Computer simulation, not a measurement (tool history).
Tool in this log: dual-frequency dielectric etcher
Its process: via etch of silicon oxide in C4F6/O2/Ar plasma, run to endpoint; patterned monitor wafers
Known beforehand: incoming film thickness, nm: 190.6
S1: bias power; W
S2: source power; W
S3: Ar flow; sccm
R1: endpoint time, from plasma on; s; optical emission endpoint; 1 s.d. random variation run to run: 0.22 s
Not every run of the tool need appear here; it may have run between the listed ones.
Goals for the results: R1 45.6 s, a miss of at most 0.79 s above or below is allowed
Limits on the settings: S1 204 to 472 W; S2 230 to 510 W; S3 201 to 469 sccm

Run 1, hour 0: S1 338 W, S2 370 W, S3 335 sccm. Result: R1 51.031 s.
Run 2, hour 7: S1 361 W, S2 370 W, S3 334 sccm. Result: R1 49.445 s.
Run 3, hour 9.7: S1 361 W, S2 330 W, S3 334 sccm. Result: R1 51.131 s.
Run 4, hour 14.8: S1 382 W, S2 330 W, S3 333 sccm. Result: R1 49.212 s.
Run 5, hour 18.5: S1 353 W, S2 330 W, S3 333 sccm. Result: R1 52.027 s.
Run 6, hour 26.1: S1 353 W, S2 270 W, S3 333 sccm. Result: R1 55.645 s.
At hour 26.7: wet clean of the chamber.
Run 7, hour 26.7: S1 353 W, S2 270 W, S3 333 sccm. Result: R1 53.735 s.
Run 8, hour 28.8: S1 353 W, S2 270 W, S3 333 sccm. Result: R1 53.92 s.
Run 9, hour 36.7: S1 381 W, S2 280 W, S3 331 sccm. Result: R1 51.543 s.
Run 10, hour 43.5: S1 399 W, S2 280 W, S3 331 sccm. Result: R1 49.706 s.
Run 11, hour 47.2: S1 411 W, S2 280 W, S3 331 sccm. Result: R1 48.98 s.
Run 12, hour 55.2: S1 472 W, S2 300 W, S3 328 sccm. Result: R1 44.904 s.

Consider the 4 candidate settings below. Which is the only one whose results all fall within their allowed miss of target?
Run A, hour 63.2: S1 446 W, S2 330 W, S3 287 sccm. Result: R1 ?.
Run B, hour 63.2: S1 472 W, S2 330 W, S3 373 sccm. Result: R1 ?.
Run C, hour 63.2: S1 438 W, S2 310 W, S3 313 sccm. Result: R1 ?.
Run D, hour 63.2: S1 472 W, S2 320 W, S3 294 sccm. Result: R1 ?.

move      R1
   A  43.681
   B  43.753
   C  45.441
   D  42.996
A: lands further from the targets than the last run did
B: lands further from the targets than the last run did
C: all results land within tolerance of their targets
D: lands further from the targets than the last run did
Correct choice: C, which meets every target

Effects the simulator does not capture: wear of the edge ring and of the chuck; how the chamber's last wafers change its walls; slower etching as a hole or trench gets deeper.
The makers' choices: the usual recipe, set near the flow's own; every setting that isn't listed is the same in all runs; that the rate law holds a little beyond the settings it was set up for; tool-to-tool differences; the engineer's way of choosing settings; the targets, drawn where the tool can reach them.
